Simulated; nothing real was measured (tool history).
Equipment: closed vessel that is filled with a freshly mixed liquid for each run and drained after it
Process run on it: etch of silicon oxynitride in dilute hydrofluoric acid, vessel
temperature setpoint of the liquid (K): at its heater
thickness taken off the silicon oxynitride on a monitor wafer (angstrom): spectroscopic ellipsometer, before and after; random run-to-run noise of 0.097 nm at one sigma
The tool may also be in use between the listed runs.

run	hour	temperature setpoint of the liquid (K)	parts of water to one part of 49 % hydrofluoric acid (parts by volume)	time in the liquid (s)	thickness taken off the silicon oxynitride on a monitor wafer (angstrom)
1	0	295.15	60	630	201.83
2	2.5	295.15	70	630	170.95
3	11.8	291.65	70	630	141.69
4	13.6	290.65	75	630	127.5
5	18.2	290.65	55	630	171.68
6	19.4	290.15	55	630	169.82

Expected results for the next run?
7	23.3	290.15	60	630	?

Run 7 came out at thickness taken off the silicon oxynitride on a monitor wafer (angstrom) 153.76.
